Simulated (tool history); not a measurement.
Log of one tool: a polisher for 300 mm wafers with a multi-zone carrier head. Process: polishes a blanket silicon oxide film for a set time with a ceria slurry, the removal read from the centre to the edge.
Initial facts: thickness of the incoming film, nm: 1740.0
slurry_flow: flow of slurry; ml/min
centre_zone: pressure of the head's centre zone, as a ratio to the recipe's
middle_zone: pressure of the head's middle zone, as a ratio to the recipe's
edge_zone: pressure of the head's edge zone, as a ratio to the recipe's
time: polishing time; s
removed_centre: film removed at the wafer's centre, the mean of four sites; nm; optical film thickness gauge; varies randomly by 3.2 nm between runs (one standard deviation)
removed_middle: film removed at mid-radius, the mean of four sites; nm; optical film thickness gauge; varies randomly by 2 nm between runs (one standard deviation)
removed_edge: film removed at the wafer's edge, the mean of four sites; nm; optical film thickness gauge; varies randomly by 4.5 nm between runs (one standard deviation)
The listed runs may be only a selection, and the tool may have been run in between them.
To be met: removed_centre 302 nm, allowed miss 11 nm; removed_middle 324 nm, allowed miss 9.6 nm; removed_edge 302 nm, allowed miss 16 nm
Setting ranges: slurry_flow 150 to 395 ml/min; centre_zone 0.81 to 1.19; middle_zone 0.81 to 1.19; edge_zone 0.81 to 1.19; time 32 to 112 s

run	hour	slurry_flow	centre_zone	middle_zone	edge_zone	time	removed_centre	removed_middle	removed_edge
1	0	250	1	1	1	72	242.1	245.25	242.43
2	4.2	250	1	1.08	1	72	240.11	262.74	232.82
3	8.6	250	1	1.08	0.97	72	245.59	260.44	234.85
4	16.8	255	1	1.07	0.98	75	255.66	272.69	246.68
5	22.3	265	1	1.07	0.99	77	263.32	282.21	253.96
6	29.1	270	1	1.07	1	79	272.25	286	265.73
7	31.3	275	1	1.08	1.01	80	278.95	295.2	264.51
8	31.8	275	0.99	1.08	1.01	81	277.44	296.44	265.4
9	35.2	270	0.99	1.07	1.01	83	282.64	301.29	283.65
10	39.5	270	0.99	1.07	1.01	84	288.71	302.4	275.91
11	47.9	280	0.98	1.07	1.02	85	288.47	306.57	289.77

5 next moves are on the table. One of them brings every result within its allowed miss. Which?
A	56.3	380	0.94	1.02	0.97	90	?	?	?
B	56.3	280	0.93	1.08	0.93	84	?	?	?
C	56.3	280	1.01	1.03	0.99	81	?	?	?
D	56.3	320	1	0.97	1.11	88	?	?	?
E	56.3	290	0.94	1.07	0.96	81	?	?	?

move	removed_centre	removed_middle	removed_edge
A	298.67	321.09	310.81
B	269.2	307.71	279.34
C	282.01	284.84	277.64
D	306.6	297.14	321.93
E	263.18	295.15	274.02
A: in spec on every target
B: lands further from the targets than the last run did
C: lands further from the targets than the last run did
D: lands further from the targets than the last run did
E: lands further from the targets than the last run did
Go with A: it meets all targets.
